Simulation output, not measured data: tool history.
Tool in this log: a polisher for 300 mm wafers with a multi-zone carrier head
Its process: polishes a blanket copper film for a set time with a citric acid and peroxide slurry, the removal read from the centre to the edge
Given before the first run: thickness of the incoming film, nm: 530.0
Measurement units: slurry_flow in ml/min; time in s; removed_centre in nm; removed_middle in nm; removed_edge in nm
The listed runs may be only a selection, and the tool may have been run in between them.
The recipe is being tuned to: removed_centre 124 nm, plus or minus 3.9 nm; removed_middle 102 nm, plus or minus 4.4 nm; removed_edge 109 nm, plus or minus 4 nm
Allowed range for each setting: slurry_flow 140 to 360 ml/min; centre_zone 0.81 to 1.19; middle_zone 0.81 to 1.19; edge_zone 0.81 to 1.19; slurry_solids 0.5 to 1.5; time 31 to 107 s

run	hour	slurry_flow	centre_zone	middle_zone	edge_zone	slurry_solids	time	removed_centre	removed_middle	removed_edge
1	0	230	1	1	1	1	69	123.83	126.38	122.8
2	0.5	230	0.96	1	1	1	69	117.73	124.71	124.71
3	7	225	0.98	0.97	0.98	0.95	69	119.06	117.58	123.15
4	14	225	0.98	0.97	0.98	0.95	56	97.677	95.798	98.921
5	21.1	230	1	0.96	1	1	56	100.54	98.614	99.002
6	26.2	230	1	0.96	1.07	1	56	99.781	99.741	106.1
7	27.9	290	1.1	0.94	1.06	1.05	56	113.69	99.706	107.11
8	34.9	290	1.1	0.94	1.06	1.05	56	113.72	100.13	105.32
9	41.9	290	1.11	0.94	1.07	1.05	56	114.69	100.1	107.88
10	48.9	290	1.12	0.94	1.07	1.05	56	115.81	102.24	108.73
11	54.3	290	1.12	0.94	1.07	1.05	56	115.39	99.267	109.93
12	59.7	295	1.13	0.94	1.06	1.05	56	118.53	99.648	106.89
13	66.2	295	1.14	0.94	1.06	1.05	56	119.22	101.4	109.6
14	68.9	295	1.14	0.94	1.05	1.05	56	117	98.549	109.23
15	77.3	305	1.14	0.94	1.05	1.05	56	118.63	100.6	108.32
16	82.4	305	1.15	0.94	1.05	1.05	56	118.23	100.45	104.68
17	88.4	330	1.17	0.92	1.1	1.15	56	126.3	101.85	115.7

4 next moves are on the table. One of them brings every result within its allowed miss. Which?
A	94.4	235	1.08	0.89	1.19	1.3	59	?	?	?
B	94.4	320	1.15	0.86	1.17	1.15	59	?	?	?
C	94.4	280	1.13	0.92	1.09	1.3	56	?	?	?
D	94.4	360	1.19	0.96	1.1	1.3	52	?	?	?

move	removed_centre	removed_middle	removed_edge
A	123.01	104.45	127.38
B	130.31	101.31	125.01
C	124.54	104.13	117.43
D	124.46	102.64	111.57
A: moves away from the targets compared with the last run
B: moves away from the targets compared with the last run
C: moves away from the targets compared with the last run
D: hits every target within its allowed miss
D meets every target.
